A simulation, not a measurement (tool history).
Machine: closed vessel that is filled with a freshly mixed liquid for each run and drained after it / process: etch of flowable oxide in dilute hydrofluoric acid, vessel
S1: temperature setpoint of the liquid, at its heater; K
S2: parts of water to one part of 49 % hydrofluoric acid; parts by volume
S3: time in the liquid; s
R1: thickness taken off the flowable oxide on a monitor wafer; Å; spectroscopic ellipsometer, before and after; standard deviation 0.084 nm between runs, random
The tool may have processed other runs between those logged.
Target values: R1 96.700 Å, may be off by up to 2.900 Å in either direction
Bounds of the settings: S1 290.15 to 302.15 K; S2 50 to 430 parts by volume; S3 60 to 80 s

run 1 hour=0.0 | S1=294.15 S2=240 S3=80 | R1=60.518
run 2 hour=3.2 | S1=291.65 S2=240 S3=80 | R1=54.243
run 3 hour=11.4 | S1=291.65 S2=240 S3=60 | R1=41.402
run 4 hour=18.8 | S1=290.15 S2=240 S3=60 | R1=39.189
run 5 hour=21.7 | S1=292.15 S2=235 S3=60 | R1=43.158
run 6 hour=22.4 | S1=292.15 S2=305 S3=60 | R1=31.012
run 7 hour=30.0 | S1=293.65 S2=285 S3=60 | R1=35.863
run 8 hour=37.3 | S1=295.15 S2=265 S3=60 | R1=40.757
run 9 hour=45.6 | S1=296.15 S2=245 S3=60 | R1=47.218
run 10 hour=52.8 | S1=297.15 S2=225 S3=60 | R1=54.580
run 11 hour=56.1 | S1=297.65 S2=210 S3=60 | R1=61.557
run 12 hour=58.6 | S1=298.15 S2=200 S3=60 | R1=65.569
-- hour=66.4 hydrofluoric acid flow meter replaced
run 13 hour=66.4 | S1=298.65 S2=190 S3=60 | R1=75.029
run 14 hour=68.0 | S1=299.15 S2=185 S3=60 | R1=80.973

Of the 4 settings listed for the next run, only one would bring every result within its allowed miss of target. Which one?
run A hour=69.6 | S1=297.65 S2=225 S3=70 | R1=?
run B hour=69.6 | S1=301.65 S2=170 S3=60 | R1=?
run C hour=69.6 | S1=296.15 S2=190 S3=65 | R1=?
run D hour=69.6 | S1=301.65 S2=240 S3=60 | R1=?

move=A R1=68.779
move=B R1=95.965
move=C R1=74.267
move=D R1=62.576
A: its largest miss is bigger than the last run's
B: all results in spec
C: its largest miss is bigger than the last run's
D: its largest miss is bigger than the last run's
Answer: B

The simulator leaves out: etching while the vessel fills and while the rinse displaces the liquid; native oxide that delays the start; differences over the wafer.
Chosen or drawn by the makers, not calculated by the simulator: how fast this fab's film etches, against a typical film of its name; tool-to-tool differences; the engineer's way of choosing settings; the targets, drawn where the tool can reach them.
